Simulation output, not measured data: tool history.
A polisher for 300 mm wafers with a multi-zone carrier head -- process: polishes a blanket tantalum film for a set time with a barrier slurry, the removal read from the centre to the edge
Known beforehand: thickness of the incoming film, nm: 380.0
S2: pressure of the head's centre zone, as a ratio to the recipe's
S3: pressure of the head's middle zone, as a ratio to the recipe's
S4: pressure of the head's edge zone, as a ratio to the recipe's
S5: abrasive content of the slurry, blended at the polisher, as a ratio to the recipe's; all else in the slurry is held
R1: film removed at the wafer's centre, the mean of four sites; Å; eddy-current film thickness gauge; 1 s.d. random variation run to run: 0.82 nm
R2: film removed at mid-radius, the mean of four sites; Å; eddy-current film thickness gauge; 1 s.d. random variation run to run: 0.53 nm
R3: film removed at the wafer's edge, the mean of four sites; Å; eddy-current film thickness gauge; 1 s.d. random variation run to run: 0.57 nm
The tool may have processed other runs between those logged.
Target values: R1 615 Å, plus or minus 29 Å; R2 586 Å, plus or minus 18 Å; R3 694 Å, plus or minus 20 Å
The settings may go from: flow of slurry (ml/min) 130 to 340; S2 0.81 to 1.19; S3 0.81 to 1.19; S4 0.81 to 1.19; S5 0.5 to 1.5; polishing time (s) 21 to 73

Run 1, hour 0: flow of slurry (ml/min) 220, S2 1, S3 1, S4 1, S5 1, polishing time (s) 47. Result: R1 843.38 Å, R2 877.29 Å, R3 857.05 Å.
Run 2, hour 8: flow of slurry (ml/min) 220, S2 0.92, S3 1, S4 1, S5 1, polishing time (s) 47. Result: R1 789.62 Å, R2 893.49 Å, R3 843.74 Å.
Run 3, hour 10.7: flow of slurry (ml/min) 220, S2 0.92, S3 1, S4 1, S5 1, polishing time (s) 58. Result: R1 982.11 Å, R2 1068.2 Å, R3 1023.7 Å.
Run 4, hour 18.2: flow of slurry (ml/min) 220, S2 0.92, S3 1, S4 1, S5 1, polishing time (s) 51. Result: R1 871.88 Å, R2 939.23 Å, R3 905.99 Å.
Run 5, hour 23.3: flow of slurry (ml/min) 210, S2 0.91, S3 0.97, S4 1.01, S5 0.9, polishing time (s) 50. Result: R1 780.07 Å, R2 873.18 Å, R3 862.7 Å.
Run 6, hour 25.5: flow of slurry (ml/min) 165, S2 0.91, S3 0.97, S4 1.01, S5 0.9, polishing time (s) 50. Result: R1 781.92 Å, R2 853.91 Å, R3 856.39 Å.
Run 7, hour 26.8: flow of slurry (ml/min) 160, S2 0.92, S3 0.95, S4 1.01, S5 0.85, polishing time (s) 49. Result: R1 734.39 Å, R2 793.31 Å, R3 809.75 Å.
Run 8, hour 30.3: flow of slurry (ml/min) 155, S2 0.93, S3 0.93, S4 1.01, S5 0.8, polishing time (s) 49. Result: R1 712.78 Å, R2 770.9 Å, R3 790.53 Å.
Run 9, hour 37.5: flow of slurry (ml/min) 160, S2 1.03, S3 0.83, S4 1.11, S5 0.55, polishing time (s) 42. Result: R1 566.35 Å, R2 483.23 Å, R3 581.93 Å.
Run 10, hour 39: flow of slurry (ml/min) 170, S2 1.02, S3 0.84, S4 1.12, S5 0.6, polishing time (s) 42. Result: R1 598.98 Å, R2 517.61 Å, R3 611.79 Å.
Run 11, hour 44.4: flow of slurry (ml/min) 170, S2 1.02, S3 0.84, S4 1.12, S5 0.6, polishing time (s) 42. Result: R1 600.69 Å, R2 527.68 Å, R3 621.14 Å.
Run 12, hour 53: flow of slurry (ml/min) 180, S2 1.01, S3 0.84, S4 1.13, S5 0.6, polishing time (s) 42. Result: R1 593.52 Å, R2 519.86 Å, R3 625.32 Å.

Exactly one of the 5 candidate moves below puts every result within its allowed miss. Which one?
Run A, hour 61.6: flow of slurry (ml/min) 270, S2 1.14, S3 0.89, S4 1.19, S5 0.7, polishing time (s) 37. Result: R1 ?, R2 ?, R3 ?.
Run B, hour 61.6: flow of slurry (ml/min) 185, S2 1.03, S3 0.87, S4 1.17, S5 0.55, polishing time (s) 45. Result: R1 ?, R2 ?, R3 ?.
Run C, hour 61.6: flow of slurry (ml/min) 150, S2 0.86, S3 0.91, S4 1.11, S5 0.6, polishing time (s) 47. Result: R1 ?, R2 ?, R3 ?.
Run D, hour 61.6: flow of slurry (ml/min) 135, S2 0.99, S3 0.89, S4 1.19, S5 0.6, polishing time (s) 47. Result: R1 ?, R2 ?, R3 ?.
Run E, hour 61.6: flow of slurry (ml/min) 155, S2 1, S3 0.85, S4 0.91, S5 0.6, polishing time (s) 50. Result: R1 ?, R2 ?, R3 ?.

move      R1      R2      R3
   A  691.18  551.19  636.12
   B  631.49  550.24  647.22
   C  566.17  616.44  683.22
   D  643.12  597.05   701.9
   E     704  621.97  662.54
A: an improvement on the last run, though not all results are within tolerance
B: an improvement on the last run, though not all results are within tolerance
C: takes the result that was furthest off past its target
D: each result inside its tolerance
E: takes the result that was furthest off past its target
Answer: D
